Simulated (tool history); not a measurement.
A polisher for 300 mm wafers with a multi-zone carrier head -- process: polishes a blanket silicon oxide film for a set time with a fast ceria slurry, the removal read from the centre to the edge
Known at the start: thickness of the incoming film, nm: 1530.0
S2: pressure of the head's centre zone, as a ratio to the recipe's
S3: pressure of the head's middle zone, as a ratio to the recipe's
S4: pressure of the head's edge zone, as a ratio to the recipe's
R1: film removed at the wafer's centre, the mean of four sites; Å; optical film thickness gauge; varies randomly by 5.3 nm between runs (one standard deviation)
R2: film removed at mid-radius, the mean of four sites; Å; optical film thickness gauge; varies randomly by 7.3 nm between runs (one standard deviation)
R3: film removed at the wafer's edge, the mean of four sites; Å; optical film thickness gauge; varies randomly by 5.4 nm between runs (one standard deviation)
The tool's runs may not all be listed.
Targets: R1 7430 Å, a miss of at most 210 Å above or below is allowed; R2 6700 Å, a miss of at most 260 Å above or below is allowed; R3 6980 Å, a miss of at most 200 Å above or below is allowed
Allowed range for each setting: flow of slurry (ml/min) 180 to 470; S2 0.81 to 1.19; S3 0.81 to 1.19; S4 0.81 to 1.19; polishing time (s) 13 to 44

run 1 day=0 | flow_of_slurry_(ml/min)=300 S2=1 S3=1 S4=1 polishing_time_(s)=28 | R1=4507.4 R2=4537.4 R3=4758
run 2 day=0.062 | flow_of_slurry_(ml/min)=310 S2=1.04 S3=1.02 S4=1.04 polishing_time_(s)=30 | R1=5053.6 R2=5067.2 R3=5217.4
run 3 day=0.154 | flow_of_slurry_(ml/min)=310 S2=1.11 S3=1.02 S4=1.04 polishing_time_(s)=30 | R1=5434.4 R2=5174.2 R3=5193.8
run 4 day=0.404 | flow_of_slurry_(ml/min)=310 S2=1.07 S3=1.02 S4=1.04 polishing_time_(s)=30 | R1=5140.9 R2=4967.6 R3=5192.1
-- day=0.675 edge zone pressure recalibrated
run 5 day=0.675 | flow_of_slurry_(ml/min)=320 S2=1.1 S3=1.03 S4=1.06 polishing_time_(s)=32 | R1=5797.2 R2=5591 R3=5383.6
run 6 day=1.025 | flow_of_slurry_(ml/min)=320 S2=1.1 S3=0.98 S4=1.06 polishing_time_(s)=32 | R1=5709.6 R2=5239.1 R3=5376.3
run 7 day=1.238 | flow_of_slurry_(ml/min)=295 S2=1.1 S3=0.98 S4=1.08 polishing_time_(s)=34 | R1=6019.5 R2=5559.5 R3=5770
run 8 day=1.292 | flow_of_slurry_(ml/min)=270 S2=1.11 S3=0.98 S4=1.09 polishing_time_(s)=36 | R1=6271.6 R2=5891 R3=6061.4
run 9 day=1.538 | flow_of_slurry_(ml/min)=295 S2=1.11 S3=0.97 S4=1.11 polishing_time_(s)=37 | R1=6624.3 R2=6012.6 R3=6417.5

Which one of the following 5 next-run settings gets every result inside its allowed miss? There is exactly one.
run A day=1.783 | flow_of_slurry_(ml/min)=230 S2=1.15 S3=1 S4=1.12 polishing_time_(s)=41 | R1=? R2=? R3=?
run B day=1.783 | flow_of_slurry_(ml/min)=180 S2=1.09 S3=1.15 S4=1.15 polishing_time_(s)=37 | R1=? R2=? R3=?
run C day=1.783 | flow_of_slurry_(ml/min)=290 S2=0.99 S3=0.97 S4=1.12 polishing_time_(s)=43 | R1=? R2=? R3=?
run D day=1.783 | flow_of_slurry_(ml/min)=430 S2=0.9 S3=0.95 S4=1.19 polishing_time_(s)=40 | R1=? R2=? R3=?
run E day=1.783 | flow_of_slurry_(ml/min)=305 S2=1.11 S3=0.92 S4=1.08 polishing_time_(s)=34 | R1=? R2=? R3=?

move=A R1=7348.2 R2=6649.6 R3=7009.1
move=B R1=6123.9 R2=6562.2 R3=6282.7
move=C R1=6793.6 R2=6952.4 R3=7468.5
move=D R1=5932.8 R2=6547.2 R3=7329.3
move=E R1=6042 R2=5289.4 R3=5819.4
A: all results in spec
B: misses by more than the last run did
C: moves toward the targets from the last run without getting all of them in spec
D: misses by more than the last run did
E: misses by more than the last run did
The right move is A.

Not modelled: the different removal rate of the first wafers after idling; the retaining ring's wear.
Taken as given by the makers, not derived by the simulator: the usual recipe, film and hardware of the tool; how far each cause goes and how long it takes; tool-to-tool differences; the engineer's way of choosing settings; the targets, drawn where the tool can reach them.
